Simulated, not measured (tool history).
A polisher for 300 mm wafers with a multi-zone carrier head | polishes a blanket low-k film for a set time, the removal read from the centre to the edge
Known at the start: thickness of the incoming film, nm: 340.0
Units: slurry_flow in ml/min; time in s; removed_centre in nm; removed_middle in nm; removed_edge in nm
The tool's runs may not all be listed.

run,day,slurry_flow,centre_zone,middle_zone,edge_zone,slurry_solids,time,removed_centre,removed_middle,removed_edge
1,0,135,1,1,1,1,73,24.829,24.395,24.867
2,0.025,145,0.98,1.04,1.05,1.05,73,25.449,26.089,26.772
3,0.212,155,0.96,1.08,1.07,1.1,73,25.949,27.981,28.121
4,0.562,155,0.96,1.08,1.07,1.1,59,21.285,22.644,22.652
5,0.662,185,0.96,1.08,1.07,1.1,59,21.512,23.72,22.791
6,0.717,190,0.95,1.11,1.09,1.2,61,23.595,26.077,25.5
7,0.846,195,0.93,1.13,1.08,1.3,62,24.554,28.669,26.308
8,1.125,195,0.92,1.14,1.11,1.35,63,24.819,29.119,26.929
9,1.171,195,0.91,1.14,1.13,1.4,66,26.457,31.353,30.2
10,1.371,195,0.91,1.15,1.14,1.4,66,26.175,31.652,29.296

The next listed run, before its measurement:
11,1.6,195,0.91,1.15,1.15,1.45,67,?,?,?

{"run 11": {"removed_centre": 27.167, "removed_middle": 32.419, "removed_edge": 30.945}}
